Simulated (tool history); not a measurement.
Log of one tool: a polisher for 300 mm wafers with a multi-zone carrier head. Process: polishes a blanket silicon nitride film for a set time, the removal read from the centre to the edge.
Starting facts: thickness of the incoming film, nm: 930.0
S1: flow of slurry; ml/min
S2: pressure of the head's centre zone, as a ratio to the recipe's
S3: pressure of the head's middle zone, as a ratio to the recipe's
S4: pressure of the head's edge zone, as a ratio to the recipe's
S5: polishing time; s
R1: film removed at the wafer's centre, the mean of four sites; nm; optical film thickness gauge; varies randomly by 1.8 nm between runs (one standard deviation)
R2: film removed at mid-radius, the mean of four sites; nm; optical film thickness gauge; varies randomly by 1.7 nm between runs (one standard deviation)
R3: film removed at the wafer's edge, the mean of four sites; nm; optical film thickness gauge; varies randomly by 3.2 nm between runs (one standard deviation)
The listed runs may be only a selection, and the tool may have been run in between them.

run,hour,S1,S2,S3,S4,S5,R1,R2,R3
1,0,215,1,1,1,84,189.32,186.16,186.54
2,8.9,215,1,0.94,1,84,187.78,179.03,193.66
3,16.5,225,0.97,0.98,1.03,89,200.07,193.98,205.37
4,23.3,225,0.97,0.98,0.96,89,197.1,194.65,205.34
5,26.2,225,0.97,0.98,0.96,74,163.71,161.06,167.34
6,27.7,225,0.94,1.01,0.96,82,176.37,183.31,186.19
7,33.6,235,0.92,1.03,0.96,87,187.84,196.53,197.35

Estimate the outcome of run 8 from the log above:
8,42,235,0.9,1.05,0.96,92,?,?,?

Run 8 measured R1 190.51 nm, R2 209.93 nm, R3 204.72 nm.
